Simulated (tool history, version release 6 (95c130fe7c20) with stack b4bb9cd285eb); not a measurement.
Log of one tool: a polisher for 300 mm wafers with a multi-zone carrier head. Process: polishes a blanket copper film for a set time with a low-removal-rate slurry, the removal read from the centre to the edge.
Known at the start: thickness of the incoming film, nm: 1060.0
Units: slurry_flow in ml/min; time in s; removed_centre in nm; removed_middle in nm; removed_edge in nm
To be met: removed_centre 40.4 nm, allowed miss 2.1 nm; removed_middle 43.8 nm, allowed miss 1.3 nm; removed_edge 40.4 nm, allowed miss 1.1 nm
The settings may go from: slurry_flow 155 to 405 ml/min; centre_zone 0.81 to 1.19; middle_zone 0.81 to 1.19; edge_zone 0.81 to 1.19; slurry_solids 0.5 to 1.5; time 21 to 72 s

run,hour,slurry_flow,centre_zone,middle_zone,edge_zone,slurry_solids,time,removed_centre,removed_middle,removed_edge
1,0,260,1,1,1,1,46,64.913,69.769,69.324
2,3,255,1,1,0.95,0.85,41,57.835,59.154,58.345
3,11.8,255,1,1,0.95,0.85,52,71.559,74.876,73.916
4,14,255,1,0.93,0.95,0.85,52,71.033,69.739,73.667
5,16.3,255,0.97,0.96,0.91,0.75,45,60.433,60.758,60.491
6,17,255,0.97,0.96,0.98,0.75,45,60.027,61.231,63.426
7,24.2,255,0.94,0.97,0.94,0.65,40,49.083,53.026,53.155
8,30.3,255,0.94,0.98,0.9,0.6,38,47.012,50.513,48.902
9,33.8,250,0.93,0.98,0.87,0.55,36,42.123,47.252,44.76
10,42.2,240,0.94,0.98,0.85,0.55,35,41.246,45.376,43.014
11,45,230,0.95,0.99,0.84,0.55,35,42.033,45.208,42.609
12,51.7,220,0.95,1,0.83,0.55,35,40.423,44.571,42.312
13,57.2,225,0.96,1,0.82,0.55,35,42.001,45.244,42.126
14,62.2,220,0.96,1,0.82,0.55,35,41.817,44.308,42.077
15,67.3,220,0.96,1.01,0.82,0.55,35,42.437,44.819,42.061
16,75.8,215,0.96,1.02,0.82,0.55,35,42.279,46.014,41.12
17,81.9,205,0.96,1.01,0.82,0.55,35,42.291,45.389,41.057
18,83,205,0.95,1,0.82,0.55,35,41.412,45.008,41.802

Which of these 4 next moves meets every target?
A,84.1,210,0.89,1,0.81,0.65,35,?,?,?
B,84.1,175,1.04,1.1,0.96,0.55,32,?,?,?
C,84.1,310,0.84,0.94,0.85,0.7,31,?,?,?
D,84.1,155,0.9,1.12,0.85,0.85,32,?,?,?

move,removed_centre,removed_middle,removed_edge
A,39.063,46.149,43.362
B,39.273,43.059,40.543
C,34.697,41.095,41.153
D,36.547,47.207,41.54
A: further off than the last run
B: meets every target
C: brings the result that was furthest off to its target, and leaves another outside
D: further off than the last run
Answer: B

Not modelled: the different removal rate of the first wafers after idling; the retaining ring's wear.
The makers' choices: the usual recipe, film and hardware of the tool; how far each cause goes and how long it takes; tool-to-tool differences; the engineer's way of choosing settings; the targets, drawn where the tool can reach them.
